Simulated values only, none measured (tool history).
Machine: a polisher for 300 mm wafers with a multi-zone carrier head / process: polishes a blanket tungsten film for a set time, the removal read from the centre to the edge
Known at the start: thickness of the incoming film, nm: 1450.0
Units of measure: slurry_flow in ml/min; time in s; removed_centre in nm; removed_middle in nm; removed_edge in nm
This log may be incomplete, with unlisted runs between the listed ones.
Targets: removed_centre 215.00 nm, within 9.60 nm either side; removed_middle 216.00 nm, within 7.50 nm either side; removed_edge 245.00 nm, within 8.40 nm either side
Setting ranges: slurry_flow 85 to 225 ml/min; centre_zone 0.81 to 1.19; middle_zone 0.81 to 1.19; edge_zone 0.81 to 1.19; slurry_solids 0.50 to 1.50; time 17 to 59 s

{"run": 1, "hour": 0.0, "slurry_flow": 145, "centre_zone": 1.0, "middle_zone": 1.0, "edge_zone": 1.0, "slurry_solids": 1.0, "time": 38, "removed_centre": 273.87, "removed_middle": 272.4, "removed_edge": 272.16}
{"run": 2, "hour": 5.5, "slurry_flow": 145, "centre_zone": 0.97, "middle_zone": 1.0, "edge_zone": 1.0, "slurry_solids": 1.0, "time": 38, "removed_centre": 267.95, "removed_middle": 270.7, "removed_edge": 273.99}
{"run": 3, "hour": 12.7, "slurry_flow": 135, "centre_zone": 0.93, "middle_zone": 0.96, "edge_zone": 0.98, "slurry_solids": 0.95, "time": 38, "removed_centre": 249.95, "removed_middle": 252.6, "removed_edge": 269.29}
{"run": 4, "hour": 14.1, "slurry_flow": 135, "centre_zone": 0.86, "middle_zone": 0.96, "edge_zone": 0.98, "slurry_solids": 0.95, "time": 38, "removed_centre": 235.64, "removed_middle": 251.4, "removed_edge": 262.48}
{"run": 5, "hour": 18.1, "slurry_flow": 135, "centre_zone": 0.86, "middle_zone": 0.96, "edge_zone": 0.98, "slurry_solids": 0.95, "time": 32, "removed_centre": 195.8, "removed_middle": 209.49, "removed_edge": 221.65}
{"run": 6, "hour": 26.3, "slurry_flow": 135, "centre_zone": 0.86, "middle_zone": 0.89, "edge_zone": 0.98, "slurry_solids": 0.95, "time": 32, "removed_centre": 195.04, "removed_middle": 205.25, "removed_edge": 223.77}
{"run": 7, "hour": 28.7, "slurry_flow": 145, "centre_zone": 0.88, "middle_zone": 0.88, "edge_zone": 1.01, "slurry_solids": 0.95, "time": 32, "removed_centre": 202.62, "removed_middle": 202.78, "removed_edge": 230.4}
{"run": 8, "hour": 31.5, "slurry_flow": 150, "centre_zone": 0.88, "middle_zone": 0.89, "edge_zone": 1.02, "slurry_solids": 1.0, "time": 32, "removed_centre": 212.43, "removed_middle": 210.54, "removed_edge": 232.84}
{"run": 9, "hour": 38.6, "slurry_flow": 145, "centre_zone": 0.87, "middle_zone": 0.89, "edge_zone": 1.04, "slurry_solids": 1.0, "time": 32, "removed_centre": 210.34, "removed_middle": 208.96, "removed_edge": 239.07}
{"run": 10, "hour": 39.2, "slurry_flow": 145, "centre_zone": 0.87, "middle_zone": 0.9, "edge_zone": 1.05, "slurry_solids": 1.0, "time": 32, "removed_centre": 207.21, "removed_middle": 207.83, "removed_edge": 230.32}
{"run": 11, "hour": 42.6, "slurry_flow": 145, "centre_zone": 0.86, "middle_zone": 0.89, "edge_zone": 1.05, "slurry_solids": 1.05, "time": 32, "removed_centre": 201.5, "removed_middle": 213.7, "removed_edge": 236.43}
{"run": 12, "hour": 48.6, "slurry_flow": 150, "centre_zone": 0.87, "middle_zone": 0.88, "edge_zone": 1.06, "slurry_solids": 1.05, "time": 32, "removed_centre": 208.57, "removed_middle": 208.42, "removed_edge": 240.05}

Which of these 5 next moves meets every target?
{"run": "A", "hour": 54.6, "slurry_flow": 185, "centre_zone": 0.88, "middle_zone": 0.82, "edge_zone": 1.06, "slurry_solids": 1.15, "time": 30, "removed_centre": "?", "removed_middle": "?", "removed_edge": "?"}
{"run": "B", "hour": 54.6, "slurry_flow": 145, "centre_zone": 0.86, "middle_zone": 0.81, "edge_zone": 1.08, "slurry_solids": 1.1, "time": 33, "removed_centre": "?", "removed_middle": "?", "removed_edge": "?"}
{"run": "C", "hour": 54.6, "slurry_flow": 165, "centre_zone": 0.99, "middle_zone": 1.01, "edge_zone": 1.02, "slurry_solids": 1.15, "time": 30, "removed_centre": "?", "removed_middle": "?", "removed_edge": "?"}
{"run": "D", "hour": 54.6, "slurry_flow": 165, "centre_zone": 0.92, "middle_zone": 0.85, "edge_zone": 1.08, "slurry_solids": 1.1, "time": 31, "removed_centre": "?", "removed_middle": "?", "removed_edge": "?"}
{"run": "E", "hour": 54.6, "slurry_flow": 155, "centre_zone": 0.85, "middle_zone": 0.85, "edge_zone": 1.0, "slurry_solids": 1.25, "time": 33, "removed_centre": "?", "removed_middle": "?", "removed_edge": "?"}

move=A removed_centre=213.69 removed_middle=194.84 removed_edge=236.65
move=B removed_centre=217.87 removed_middle=201.60 removed_edge=252.01
move=C removed_centre=228.74 removed_middle=220.39 removed_edge=229.00
move=D removed_centre=221.72 removed_middle=200.69 removed_edge=241.11
move=E removed_centre=224.05 removed_middle=215.58 removed_edge=251.53
A: its largest miss is bigger than the last run's
B: its largest miss is bigger than the last run's
C: the worst result of the last run now meets its target, but another is out of spec
D: its largest miss is bigger than the last run's
E: meets every target
Go with E: it meets all targets.
